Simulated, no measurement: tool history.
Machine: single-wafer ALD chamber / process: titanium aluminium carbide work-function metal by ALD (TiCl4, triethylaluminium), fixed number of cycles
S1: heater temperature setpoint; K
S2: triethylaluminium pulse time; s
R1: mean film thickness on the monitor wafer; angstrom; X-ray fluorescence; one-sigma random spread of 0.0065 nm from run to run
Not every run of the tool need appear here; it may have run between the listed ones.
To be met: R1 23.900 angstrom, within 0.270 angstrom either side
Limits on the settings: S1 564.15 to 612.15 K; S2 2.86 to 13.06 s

run	day	S1	S2	R1
1	0.000	588.15	7.96	19.550
2	0.271	588.15	9.37	20.543
3	0.383	594.15	9.94	21.405
4	0.712	594.15	8.86	20.777
5	0.854	594.15	6.77	19.027
6	0.988	599.15	8.08	20.633
7	1.075	603.15	8.79	21.567
8	1.212	606.15	9.29	22.102
9	1.517	608.15	9.75	22.660
10	1.654	609.15	10.07	22.985
11	1.704	610.15	10.31	23.151
12	1.729	611.15	10.54	23.197
13	1.829	611.15	10.84	23.364
14	2.167	611.15	11.07	23.574
# day 2.533: triethylaluminium bottle replaced
15	2.533	611.15	11.18	24.998
16	2.825	608.15	11.12	24.603
17	3.067	606.15	11.04	24.353
18	3.250	605.15	10.98	24.169

Next run, 5 choices. One meets every target within its allowed miss, the rest don't. Which?
A	3.433	602.15	11.39	?
B	3.433	608.15	11.04	?
C	3.433	609.15	11.70	?
D	3.433	612.15	9.43	?
E	3.433	612.15	11.45	?

move	R1
A	24.105
B	24.687
C	24.911
D	24.702
E	25.194
A: meets every target
B: its largest miss is bigger than the last run's
C: its largest miss is bigger than the last run's
D: its largest miss is bigger than the last run's
E: its largest miss is bigger than the last run's
The move that meets every target is A.
